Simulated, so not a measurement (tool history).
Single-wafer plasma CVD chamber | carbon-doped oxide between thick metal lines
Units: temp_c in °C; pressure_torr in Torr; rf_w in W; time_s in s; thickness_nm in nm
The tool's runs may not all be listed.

run 1 day=0.000 | temp_c=360 pressure_torr=6.63 rf_w=435 time_s=226 | thickness_nm=1025.50
run 2 day=0.112 | temp_c=365 pressure_torr=6.63 rf_w=435 time_s=226 | thickness_nm=1018.80
run 3 day=0.204 | temp_c=365 pressure_torr=6.53 rf_w=425 time_s=226 | thickness_nm=1008.90
run 4 day=0.462 | temp_c=365 pressure_torr=6.53 rf_w=425 time_s=234 | thickness_nm=1038.00
run 5 day=0.767 | temp_c=371 pressure_torr=6.53 rf_w=425 time_s=234 | thickness_nm=1021.30
run 6 day=0.829 | temp_c=372 pressure_torr=6.47 rf_w=415 time_s=234 | thickness_nm=1006.10
run 7 day=1.138 | temp_c=373 pressure_torr=6.42 rf_w=405 time_s=234 | thickness_nm=985.67
run 8 day=1.329 | temp_c=374 pressure_torr=6.37 rf_w=395 time_s=234 | thickness_nm=962.41
run 9 day=1.662 | temp_c=374 pressure_torr=6.30 rf_w=390 time_s=234 | thickness_nm=956.42
run 10 day=1.867 | temp_c=374 pressure_torr=6.24 rf_w=385 time_s=234 | thickness_nm=941.94
run 11 day=2.054 | temp_c=374 pressure_torr=6.24 rf_w=385 time_s=234 | thickness_nm=955.94
run 12 day=2.388 | temp_c=378 pressure_torr=5.69 rf_w=340 time_s=233 | thickness_nm=856.28

The next listed run, before its measurement:
run 13 day=2.733 | temp_c=377 pressure_torr=5.75 rf_w=340 time_s=233 | thickness_nm=?

{"run 13": {"thickness_nm": 853.05}}

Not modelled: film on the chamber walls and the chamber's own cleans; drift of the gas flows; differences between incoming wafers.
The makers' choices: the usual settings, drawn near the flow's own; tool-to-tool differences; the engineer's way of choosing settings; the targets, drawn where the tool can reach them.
